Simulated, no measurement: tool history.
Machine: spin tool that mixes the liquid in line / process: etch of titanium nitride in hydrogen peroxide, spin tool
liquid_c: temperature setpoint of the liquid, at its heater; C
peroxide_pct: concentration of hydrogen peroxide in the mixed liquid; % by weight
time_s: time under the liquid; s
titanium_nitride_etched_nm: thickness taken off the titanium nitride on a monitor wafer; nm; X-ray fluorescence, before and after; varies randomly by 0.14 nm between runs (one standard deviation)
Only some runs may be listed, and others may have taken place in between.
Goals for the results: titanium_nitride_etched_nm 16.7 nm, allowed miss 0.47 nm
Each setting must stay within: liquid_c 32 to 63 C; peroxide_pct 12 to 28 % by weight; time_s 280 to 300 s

Run 1, hour 0: liquid_c 47 C, peroxide_pct 19 % by weight, time_s 280 s. Result: titanium_nitride_etched_nm 18.903 nm.
Run 2, hour 6.3: liquid_c 46.5 C, peroxide_pct 19 % by weight, time_s 280 s. Result: titanium_nitride_etched_nm 18.23 nm.
Run 3, hour 14.9: liquid_c 41.5 C, peroxide_pct 19 % by weight, time_s 280 s. Result: titanium_nitride_etched_nm 12.456 nm.
Run 4, hour 15.9: liquid_c 42.5 C, peroxide_pct 19 % by weight, time_s 280 s. Result: titanium_nitride_etched_nm 13.455 nm.
Run 5, hour 17.1: liquid_c 42.5 C, peroxide_pct 21 % by weight, time_s 280 s. Result: titanium_nitride_etched_nm 13.906 nm.
At hour 19.5: new drum of peroxide connected.
Run 6, hour 19.5: liquid_c 43.5 C, peroxide_pct 21 % by weight, time_s 280 s. Result: titanium_nitride_etched_nm 15.158 nm.
Run 7, hour 26.3: liquid_c 44 C, peroxide_pct 21 % by weight, time_s 280 s. Result: titanium_nitride_etched_nm 15.556 nm.
Run 8, hour 27.5: liquid_c 44.5 C, peroxide_pct 21 % by weight, time_s 280 s. Result: titanium_nitride_etched_nm 16.435 nm.

Below are 5 possible settings for the next run. Only one of them brings all results inside the allowed miss of their targets. Which is it?
Run A, hour 28.7: liquid_c 44.5 C, peroxide_pct 19.5 % by weight, time_s 295 s. Result: titanium_nitride_etched_nm ?.
Run B, hour 28.7: liquid_c 44.5 C, peroxide_pct 18.5 % by weight, time_s 280 s. Result: titanium_nitride_etched_nm ?.
Run C, hour 28.7: liquid_c 44.5 C, peroxide_pct 18 % by weight, time_s 280 s. Result: titanium_nitride_etched_nm ?.
Run D, hour 28.7: liquid_c 43.5 C, peroxide_pct 22 % by weight, time_s 290 s. Result: titanium_nitride_etched_nm ?.
Run E, hour 28.7: liquid_c 43.5 C, peroxide_pct 22.5 % by weight, time_s 280 s. Result: titanium_nitride_etched_nm ?.

move  titanium_nitride_etched_nm
   A                      16.691
   B                      15.666
   C                      15.574
   D                      15.623
   E                      15.157
A: hits every target within its allowed miss
B: the biggest miss grows against the last run
C: the biggest miss grows against the last run
D: the biggest miss grows against the last run
E: the biggest miss grows against the last run
Go with A: it meets all targets.
